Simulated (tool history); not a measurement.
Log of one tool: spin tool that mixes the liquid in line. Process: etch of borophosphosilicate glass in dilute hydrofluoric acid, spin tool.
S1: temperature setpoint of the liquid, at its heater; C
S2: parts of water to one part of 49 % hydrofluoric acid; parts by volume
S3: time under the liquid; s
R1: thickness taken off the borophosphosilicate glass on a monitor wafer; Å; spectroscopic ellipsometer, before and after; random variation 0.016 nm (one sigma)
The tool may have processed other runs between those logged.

run 1 day=0 | S1=25 S2=150 S3=20 | R1=50.459
run 2 day=0.325 | S1=23 S2=150 S3=20 | R1=46.685
run 3 day=0.612 | S1=23 S2=110 S3=20 | R1=66.953
run 4 day=0.642 | S1=21 S2=120 S3=20 | R1=55.738
run 5 day=0.921 | S1=21 S2=80 S3=20 | R1=87.34
run 6 day=1.062 | S1=19.5 S2=80 S3=20 | R1=82.635
run 7 day=1.129 | S1=19 S2=100 S3=20 | R1=62.881
run 8 day=1.45 | S1=18.5 S2=110 S3=20 | R1=55.439
run 9 day=1.704 | S1=18 S2=120 S3=20 | R1=49.315
run 10 day=1.796 | S1=17.5 S2=125 S3=20 | R1=46.059
run 11 day=1.954 | S1=17.5 S2=130 S3=20 | R1=44.446

Run 12 is up next; what results do you expect?
run 12 day=1.992 | S1=17.5 S2=135 S3=20 | R1=?

{"run 12": {"R1": 42.393}}
